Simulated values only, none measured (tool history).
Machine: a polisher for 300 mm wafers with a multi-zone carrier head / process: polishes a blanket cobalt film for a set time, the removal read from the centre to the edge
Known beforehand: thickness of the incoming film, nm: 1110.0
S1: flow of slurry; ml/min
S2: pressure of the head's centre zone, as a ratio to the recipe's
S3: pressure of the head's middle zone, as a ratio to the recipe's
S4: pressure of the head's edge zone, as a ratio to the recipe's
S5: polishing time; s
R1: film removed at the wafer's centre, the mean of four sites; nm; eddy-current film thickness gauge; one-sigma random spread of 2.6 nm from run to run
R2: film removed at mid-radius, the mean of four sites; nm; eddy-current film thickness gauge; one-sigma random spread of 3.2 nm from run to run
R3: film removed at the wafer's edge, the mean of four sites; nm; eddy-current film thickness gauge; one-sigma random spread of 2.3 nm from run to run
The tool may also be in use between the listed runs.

Run 1, hour 0: S1 285 ml/min, S2 1, S3 1, S4 1, S5 74 s. Result: R1 166.96 nm, R2 162.78 nm, R3 167.46 nm.
Run 2, hour 8.9: S1 285 ml/min, S2 0.93, S3 1, S4 1, S5 74 s. Result: R1 154.25 nm, R2 161.59 nm, R3 169.44 nm.
Run 3, hour 15.5: S1 285 ml/min, S2 0.93, S3 1, S4 0.94, S5 74 s. Result: R1 155.74 nm, R2 163.09 nm, R3 160.85 nm.
Run 4, hour 19.7: S1 285 ml/min, S2 0.99, S3 1, S4 0.94, S5 74 s. Result: R1 164.33 nm, R2 166.16 nm, R3 163.63 nm.
Run 5, hour 26.2: S1 290 ml/min, S2 1.02, S3 1.02, S4 0.96, S5 77 s. Result: R1 177.95 nm, R2 178.53 nm, R3 173.76 nm.
Run 6, hour 28.8: S1 295 ml/min, S2 1.05, S3 1.04, S4 0.98, S5 79 s. Result: R1 183.34 nm, R2 187.21 nm, R3 179.22 nm.

Estimate the outcome of run 7 from the log above:
Run 7, hour 30: S1 300 ml/min, S2 1.08, S3 1.04, S4 0.99, S5 81 s. Result: R1 ?, R2 ?, R3 ?.

{"run 7": {"R1": 196.1, "R2": 187.46, "R3": 183.45}}

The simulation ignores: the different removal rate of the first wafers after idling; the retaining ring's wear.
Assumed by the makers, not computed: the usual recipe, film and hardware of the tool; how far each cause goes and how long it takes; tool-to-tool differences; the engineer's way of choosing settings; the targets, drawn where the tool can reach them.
